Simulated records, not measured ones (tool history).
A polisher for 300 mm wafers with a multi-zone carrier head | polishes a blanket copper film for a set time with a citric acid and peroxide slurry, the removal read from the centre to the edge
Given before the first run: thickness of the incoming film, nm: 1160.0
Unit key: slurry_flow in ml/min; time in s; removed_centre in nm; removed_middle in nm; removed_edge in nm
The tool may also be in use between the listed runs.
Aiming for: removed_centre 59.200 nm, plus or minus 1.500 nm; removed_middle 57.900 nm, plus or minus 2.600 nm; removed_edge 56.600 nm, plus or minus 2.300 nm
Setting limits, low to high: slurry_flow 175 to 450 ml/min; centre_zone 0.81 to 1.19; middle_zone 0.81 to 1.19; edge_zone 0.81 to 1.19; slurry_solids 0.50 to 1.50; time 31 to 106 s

run,hour,slurry_flow,centre_zone,middle_zone,edge_zone,slurry_solids,time,removed_centre,removed_middle,removed_edge
1,0.0,290,1.00,1.00,1.00,1.00,68,103.290,105.350,102.660
2,0.6,290,1.00,1.00,1.00,0.80,68,97.584,97.854,96.095
3,3.1,290,1.00,1.00,1.00,0.65,68,89.411,90.437,89.251
4,4.0,290,1.00,0.99,0.98,0.60,64,80.980,82.059,80.124
5,12.7,290,1.00,0.97,0.95,0.60,62,78.739,77.038,77.690
6,15.8,255,1.00,0.97,0.95,0.60,62,78.689,76.494,75.778
7,23.1,245,0.99,0.96,0.93,0.60,60,74.457,73.415,74.066
8,24.3,325,1.01,0.98,0.94,0.50,41,48.905,47.875,46.625
# hour 25.8: worn pad replaced by a new one
9,25.8,325,1.01,0.98,0.94,0.50,41,51.751,50.675,49.360
10,30.5,325,1.02,0.99,0.97,0.55,41,54.757,53.730,52.990

4 next moves are on the table. One of them brings every result within its allowed miss. Which?
A,35.2,425,1.00,0.86,1.15,0.55,44,?,?,?
B,35.2,290,1.05,1.00,0.97,0.60,39,?,?,?
C,35.2,290,0.96,0.81,1.19,0.55,45,?,?,?
D,35.2,410,0.97,0.94,0.89,0.50,48,?,?,?

move,removed_centre,removed_middle,removed_edge
A,59.336,53.619,62.082
B,55.334,52.995,51.387
C,56.844,51.387,63.300
D,60.031,58.951,56.876
A: puts the biggest miss on target and leaves a different result outside tolerance
B: closes in on the targets versus the last run, not all within tolerance yet
C: about as far from the targets as the last run
D: every result within its allowed miss
The right move is D.
